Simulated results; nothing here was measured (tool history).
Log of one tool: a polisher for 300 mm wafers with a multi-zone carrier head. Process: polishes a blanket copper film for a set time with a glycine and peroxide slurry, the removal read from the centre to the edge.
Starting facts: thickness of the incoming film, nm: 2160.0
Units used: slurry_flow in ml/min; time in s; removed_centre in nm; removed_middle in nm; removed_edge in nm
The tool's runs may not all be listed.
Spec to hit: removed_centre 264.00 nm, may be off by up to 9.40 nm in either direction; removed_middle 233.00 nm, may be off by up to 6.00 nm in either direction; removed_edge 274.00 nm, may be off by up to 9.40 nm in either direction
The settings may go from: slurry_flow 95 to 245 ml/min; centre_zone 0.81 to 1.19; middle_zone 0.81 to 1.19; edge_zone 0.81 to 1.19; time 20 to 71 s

run 1 hour=0.0 | slurry_flow=155 centre_zone=1.00 middle_zone=1.00 edge_zone=1.00 time=45 | removed_centre=392.89 removed_middle=397.16 removed_edge=398.61
run 2 hour=0.7 | slurry_flow=145 centre_zone=1.00 middle_zone=0.96 edge_zone=0.99 time=42 | removed_centre=364.35 removed_middle=353.98 removed_edge=369.39
run 3 hour=2.4 | slurry_flow=135 centre_zone=0.99 middle_zone=0.93 edge_zone=0.98 time=39 | removed_centre=331.24 removed_middle=317.68 removed_edge=332.25
run 4 hour=6.1 | slurry_flow=135 centre_zone=0.99 middle_zone=0.93 edge_zone=1.06 time=39 | removed_centre=327.80 removed_middle=321.37 removed_edge=346.98
run 5 hour=6.8 | slurry_flow=130 centre_zone=0.99 middle_zone=0.90 edge_zone=1.06 time=37 | removed_centre=310.80 removed_middle=291.72 removed_edge=327.33
run 6 hour=15.0 | slurry_flow=130 centre_zone=0.99 middle_zone=0.96 edge_zone=1.06 time=37 | removed_centre=308.04 removed_middle=302.96 removed_edge=332.46
run 7 hour=21.4 | slurry_flow=125 centre_zone=0.99 middle_zone=0.93 edge_zone=1.06 time=36 | removed_centre=298.64 removed_middle=288.85 removed_edge=309.98
run 8 hour=28.8 | slurry_flow=125 centre_zone=0.99 middle_zone=0.93 edge_zone=1.06 time=36 | removed_centre=296.50 removed_middle=289.15 removed_edge=316.64
run 9 hour=33.4 | slurry_flow=120 centre_zone=0.99 middle_zone=0.90 edge_zone=1.06 time=35 | removed_centre=283.99 removed_middle=269.03 removed_edge=306.62
run 10 hour=40.2 | slurry_flow=115 centre_zone=0.99 middle_zone=0.88 edge_zone=1.04 time=35 | removed_centre=281.91 removed_middle=267.62 removed_edge=307.94
run 11 hour=45.8 | slurry_flow=115 centre_zone=1.00 middle_zone=0.87 edge_zone=1.03 time=34 | removed_centre=274.33 removed_middle=254.41 removed_edge=290.42

Which single option among these 4 for the next run brings every result within its allowed miss of target? Just one does.
run A hour=51.4 | slurry_flow=125 centre_zone=1.02 middle_zone=0.94 edge_zone=1.04 time=31 | removed_centre=? removed_middle=? removed_edge=?
run B hour=51.4 | slurry_flow=105 centre_zone=1.03 middle_zone=0.83 edge_zone=1.00 time=33 | removed_centre=? removed_middle=? removed_edge=?
run C hour=51.4 | slurry_flow=105 centre_zone=0.98 middle_zone=0.84 edge_zone=1.04 time=34 | removed_centre=? removed_middle=? removed_edge=?
run D hour=51.4 | slurry_flow=120 centre_zone=1.08 middle_zone=0.85 edge_zone=1.02 time=30 | removed_centre=? removed_middle=? removed_edge=?

move=A removed_centre=259.61 removed_middle=247.59 removed_edge=270.75
move=B removed_centre=263.22 removed_middle=230.77 removed_edge=273.49
move=C removed_centre=257.95 removed_middle=239.67 removed_edge=287.19
move=D removed_centre=262.70 removed_middle=221.58 removed_edge=257.84
A: moves toward the targets from the last run without getting all of them in spec
B: meets every target
C: moves toward the targets from the last run without getting all of them in spec
D: pushes the last run's worst result past its target
So the answer is move B, the one that meets all the targets.
